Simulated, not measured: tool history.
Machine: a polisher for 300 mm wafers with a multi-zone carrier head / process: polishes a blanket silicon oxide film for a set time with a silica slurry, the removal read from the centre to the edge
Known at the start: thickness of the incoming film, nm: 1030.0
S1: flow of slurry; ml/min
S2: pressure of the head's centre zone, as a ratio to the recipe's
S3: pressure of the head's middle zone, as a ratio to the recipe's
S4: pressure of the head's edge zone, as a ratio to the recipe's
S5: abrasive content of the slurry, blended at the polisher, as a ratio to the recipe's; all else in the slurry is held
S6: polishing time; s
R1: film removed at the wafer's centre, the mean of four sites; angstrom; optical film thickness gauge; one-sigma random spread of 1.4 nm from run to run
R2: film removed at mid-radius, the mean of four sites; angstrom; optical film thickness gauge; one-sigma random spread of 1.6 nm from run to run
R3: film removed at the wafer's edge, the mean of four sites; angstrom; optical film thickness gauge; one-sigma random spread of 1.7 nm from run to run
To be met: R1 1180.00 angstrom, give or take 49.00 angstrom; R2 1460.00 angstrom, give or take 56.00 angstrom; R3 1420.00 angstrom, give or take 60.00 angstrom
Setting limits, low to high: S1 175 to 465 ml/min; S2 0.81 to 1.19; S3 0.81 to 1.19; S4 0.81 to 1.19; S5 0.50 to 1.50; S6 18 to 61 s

run 1 hour=0.0 | S1=295 S2=1.00 S3=1.00 S4=1.00 S5=1.00 S6=39 | R1=942.65 R2=946.12 R3=952.37
run 2 hour=2.6 | S1=295 S2=0.97 S3=1.03 S4=1.03 S5=1.15 S6=40 | R1=971.24 R2=1028.90 R3=1025.90
run 3 hour=5.6 | S1=295 S2=0.97 S3=1.03 S4=1.03 S5=1.15 S6=45 | R1=1084.30 R2=1157.30 R3=1130.70
run 4 hour=13.0 | S1=295 S2=0.95 S3=1.04 S4=1.06 S5=1.25 S6=46 | R1=1104.70 R2=1237.20 R3=1210.70
run 5 hour=13.6 | S1=295 S2=0.95 S3=1.07 S4=1.06 S5=1.25 S6=46 | R1=1127.20 R2=1255.50 R3=1228.60
run 6 hour=21.6 | S1=295 S2=0.95 S3=1.07 S4=1.06 S5=1.10 S6=46 | R1=1065.60 R2=1193.60 R3=1193.10
run 7 hour=22.8 | S1=300 S2=0.89 S3=1.14 S4=1.16 S5=1.35 S6=48 | R1=1116.50 R2=1405.50 R3=1358.70
run 8 hour=28.0 | S1=300 S2=0.89 S3=1.14 S4=1.17 S5=1.35 S6=48 | R1=1123.50 R2=1400.90 R3=1373.40
run 9 hour=29.4 | S1=305 S2=0.89 S3=1.14 S4=1.17 S5=1.35 S6=48 | R1=1106.00 R2=1391.10 R3=1368.90
run 10 hour=30.0 | S1=305 S2=0.90 S3=1.14 S4=1.17 S5=1.35 S6=48 | R1=1117.10 R2=1421.10 R3=1370.60
run 11 hour=32.3 | S1=305 S2=0.90 S3=1.14 S4=1.17 S5=1.35 S6=48 | R1=1156.30 R2=1403.10 R3=1373.90

Consider the 4 candidate settings below. Which is the only one whose results all fall within their allowed miss of target?
run A hour=34.6 | S1=300 S2=0.83 S3=1.14 S4=1.19 S5=1.40 S6=49 | R1=? R2=? R3=?
run B hour=34.6 | S1=345 S2=0.95 S3=1.16 S4=1.19 S5=1.30 S6=45 | R1=? R2=? R3=?
run C hour=34.6 | S1=355 S2=0.88 S3=1.12 S4=1.13 S5=1.35 S6=50 | R1=? R2=? R3=?
run D hour=34.6 | S1=345 S2=0.93 S3=1.17 S4=1.12 S5=1.35 S6=46 | R1=? R2=? R3=?

move=A R1=1082.00 R2=1430.00 R3=1399.70
move=B R1=1132.50 R2=1316.50 R3=1272.20
move=C R1=1180.20 R2=1453.00 R3=1393.80
move=D R1=1145.10 R2=1367.00 R3=1273.50
A: brings the last run's worst result on target, with another outside its allowed miss
B: its largest miss is bigger than the last run's
C: meets every target
D: its largest miss is bigger than the last run's
Move C is the one to make.

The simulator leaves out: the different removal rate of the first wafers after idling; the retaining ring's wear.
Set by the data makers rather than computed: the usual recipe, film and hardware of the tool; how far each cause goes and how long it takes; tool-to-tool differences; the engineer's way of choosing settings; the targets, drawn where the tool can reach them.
